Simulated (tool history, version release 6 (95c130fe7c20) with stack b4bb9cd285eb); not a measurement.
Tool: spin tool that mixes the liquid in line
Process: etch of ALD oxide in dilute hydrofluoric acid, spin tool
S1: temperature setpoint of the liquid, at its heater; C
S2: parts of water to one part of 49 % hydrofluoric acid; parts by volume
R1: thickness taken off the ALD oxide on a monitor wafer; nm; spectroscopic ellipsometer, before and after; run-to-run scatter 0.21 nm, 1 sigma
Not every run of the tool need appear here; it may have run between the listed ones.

Run 1, hour 0.0: S1 25.0 C, S2 70 parts by volume, time under the liquid (s) 90. Result: R1 18.788 nm.
Run 2, hour 2.8: S1 25.0 C, S2 80 parts by volume, time under the liquid (s) 90. Result: R1 16.095 nm.
Run 3, hour 7.9: S1 26.0 C, S2 75 parts by volume, time under the liquid (s) 90. Result: R1 18.282 nm.
Run 4, hour 10.2: S1 26.0 C, S2 75 parts by volume, time under the liquid (s) 100. Result: R1 20.235 nm.
Run 5, hour 15.1: S1 26.5 C, S2 70 parts by volume, time under the liquid (s) 100. Result: R1 22.054 nm.
Run 6, hour 17.1: S1 26.5 C, S2 90 parts by volume, time under the liquid (s) 100. Result: R1 16.743 nm.
Run 7, hour 17.7: S1 27.0 C, S2 85 parts by volume, time under the liquid (s) 100. Result: R1 18.195 nm.
Run 8, hour 22.3: S1 27.5 C, S2 80 parts by volume, time under the liquid (s) 100. Result: R1 19.825 nm.
Run 9, hour 30.9: S1 28.0 C, S2 75 parts by volume, time under the liquid (s) 100. Result: R1 21.763 nm.
Run 10, hour 36.9: S1 28.5 C, S2 70 parts by volume, time under the liquid (s) 100. Result: R1 24.090 nm.
Run 11, hour 42.8: S1 29.0 C, S2 70 parts by volume, time under the liquid (s) 100. Result: R1 24.657 nm.

Expected results for the next run?
Run 12, hour 46.8: S1 29.5 C, S2 70 parts by volume, time under the liquid (s) 100. Result: R1 ?.

R1: 24.879 nm
